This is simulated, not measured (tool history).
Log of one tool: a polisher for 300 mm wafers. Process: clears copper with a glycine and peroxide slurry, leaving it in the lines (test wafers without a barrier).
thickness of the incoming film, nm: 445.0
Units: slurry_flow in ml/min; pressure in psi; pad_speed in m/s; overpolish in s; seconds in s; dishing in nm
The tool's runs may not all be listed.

run  hour  slurry_flow  pressure  pad_speed  overpolish  seconds  dishing
  1     0          190       1.8       1.02          18   150.28   39.965
  2   5.6          145       1.8       1.02          18   159.69   38.277
  3     8          185       1.8       1.02          18   149.99   40.193
  4  16.2          175       2.1       1.04          20   137.05   48.601
  5  24.7          150       2.1       1.04          20   139.86   46.412
  6  31.5          170       2.1       1.04          20   134.17   48.263

The next listed run, before its measurement:
  7  35.6          200       2.6       1.04          25        ?        ?

seconds: 112.52 s
dishing: 68.203 nm
